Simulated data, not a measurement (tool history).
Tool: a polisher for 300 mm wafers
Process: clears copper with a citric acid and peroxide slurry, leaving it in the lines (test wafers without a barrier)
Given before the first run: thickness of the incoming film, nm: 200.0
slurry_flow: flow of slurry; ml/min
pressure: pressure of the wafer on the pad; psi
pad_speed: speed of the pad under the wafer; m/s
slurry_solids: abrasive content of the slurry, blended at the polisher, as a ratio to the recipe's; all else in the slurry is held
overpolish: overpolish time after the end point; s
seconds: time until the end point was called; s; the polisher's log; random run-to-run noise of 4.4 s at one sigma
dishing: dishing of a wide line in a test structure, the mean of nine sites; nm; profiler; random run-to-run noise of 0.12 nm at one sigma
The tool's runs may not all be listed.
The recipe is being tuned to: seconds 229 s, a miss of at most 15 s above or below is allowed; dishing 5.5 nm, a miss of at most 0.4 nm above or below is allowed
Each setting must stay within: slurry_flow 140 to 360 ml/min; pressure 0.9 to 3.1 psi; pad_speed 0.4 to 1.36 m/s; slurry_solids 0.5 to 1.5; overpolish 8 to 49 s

run	hour	slurry_flow	pressure	pad_speed	slurry_solids	overpolish	seconds	dishing
1	0	230	2	0.88	1	25	177.59	21.259
2	5.3	230	2.3	0.88	1	25	160.73	22.676
3	6.5	230	2.3	0.88	0.9	25	159.65	22.132
4	14.8	230	2.3	1.04	0.9	25	141.65	25.906
5	23.5	230	2.3	1.04	0.9	17	139.59	17.76
6	31.5	230	2.1	1.04	0.9	17	147.16	17.483
7	39.8	165	2.7	0.8	0.65	8	172.03	7.5412
8	45	160	2.7	0.8	0.65	8	159.76	7.3295
9	52.9	160	2.6	0.8	0.65	8	167.62	7.1596

Exercise: of the 5 proposed moves below, exactly one satisfies all targets within the stated allowed misses. Which move is it?
A	60.8	235	2.5	0.44	0.55	8	?	?
B	60.8	140	2.6	0.5	0.5	11	?	?
C	60.8	195	2	0.8	0.7	14	?	?
D	60.8	220	2.4	0.6	0.5	8	?	?
E	60.8	145	3.1	0.58	0.5	8	?	?

move	seconds	dishing
A	264.49	4.5164
B	261.39	6.2346
C	209.25	9.7134
D	229.88	5.1779
E	197.85	6.0025
A: carries the result that was furthest off beyond its target, to the other side
B: closer than the last run, but not yet in spec
C: misses by more than the last run did
D: in spec on every target
E: closer than the last run, but not yet in spec
D is the move that brings every result within its allowed miss.
